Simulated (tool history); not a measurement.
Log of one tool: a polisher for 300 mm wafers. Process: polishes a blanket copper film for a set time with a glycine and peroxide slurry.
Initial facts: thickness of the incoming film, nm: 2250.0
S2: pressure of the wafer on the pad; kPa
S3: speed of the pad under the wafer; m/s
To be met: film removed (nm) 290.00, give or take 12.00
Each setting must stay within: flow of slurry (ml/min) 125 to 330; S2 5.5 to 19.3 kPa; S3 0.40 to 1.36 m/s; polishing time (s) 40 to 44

run 1 hour=0.0 | flow_of_slurry_(ml/min)=210 S2=12.4 S3=0.88 polishing_time_(s)=44 | film_removed_(nm)=170.23
run 2 hour=8.0 | flow_of_slurry_(ml/min)=215 S2=14.5 S3=0.92 polishing_time_(s)=44 | film_removed_(nm)=199.01
run 3 hour=17.0 | flow_of_slurry_(ml/min)=215 S2=14.5 S3=0.92 polishing_time_(s)=40 | film_removed_(nm)=182.26
run 4 hour=25.9 | flow_of_slurry_(ml/min)=165 S2=14.5 S3=0.92 polishing_time_(s)=40 | film_removed_(nm)=182.33
run 5 hour=26.6 | flow_of_slurry_(ml/min)=165 S2=16.5 S3=0.92 polishing_time_(s)=40 | film_removed_(nm)=195.53
run 6 hour=28.3 | flow_of_slurry_(ml/min)=165 S2=17.2 S3=1.00 polishing_time_(s)=40 | film_removed_(nm)=220.72
run 7 hour=37.3 | flow_of_slurry_(ml/min)=165 S2=17.9 S3=1.04 polishing_time_(s)=40 | film_removed_(nm)=227.12
run 8 hour=45.2 | flow_of_slurry_(ml/min)=170 S2=19.3 S3=1.28 polishing_time_(s)=42 | film_removed_(nm)=310.73
-- hour=47.5 worn pad replaced by a new one
run 9 hour=47.5 | flow_of_slurry_(ml/min)=170 S2=18.6 S3=1.28 polishing_time_(s)=42 | film_removed_(nm)=321.45
run 10 hour=49.0 | flow_of_slurry_(ml/min)=170 S2=16.5 S3=1.20 polishing_time_(s)=42 | film_removed_(nm)=273.26

Exercise: of the 4 proposed moves below, exactly one satisfies all targets within the stated allowed misses. Which move is it?
run A hour=50.5 | flow_of_slurry_(ml/min)=165 S2=19.3 S3=1.06 polishing_time_(s)=40 | film_removed_(nm)=?
run B hour=50.5 | flow_of_slurry_(ml/min)=175 S2=17.2 S3=1.10 polishing_time_(s)=40 | film_removed_(nm)=?
run C hour=50.5 | flow_of_slurry_(ml/min)=135 S2=13.8 S3=1.34 polishing_time_(s)=42 | film_removed_(nm)=?
run D hour=50.5 | flow_of_slurry_(ml/min)=130 S2=17.2 S3=1.24 polishing_time_(s)=44 | film_removed_(nm)=?

move=A film_removed_(nm)=264.70
move=B film_removed_(nm)=250.28
move=C film_removed_(nm)=248.98
move=D film_removed_(nm)=292.75
A: lands further from the targets than the last run did
B: lands further from the targets than the last run did
C: lands further from the targets than the last run did
D: in spec on every target
Answer: D
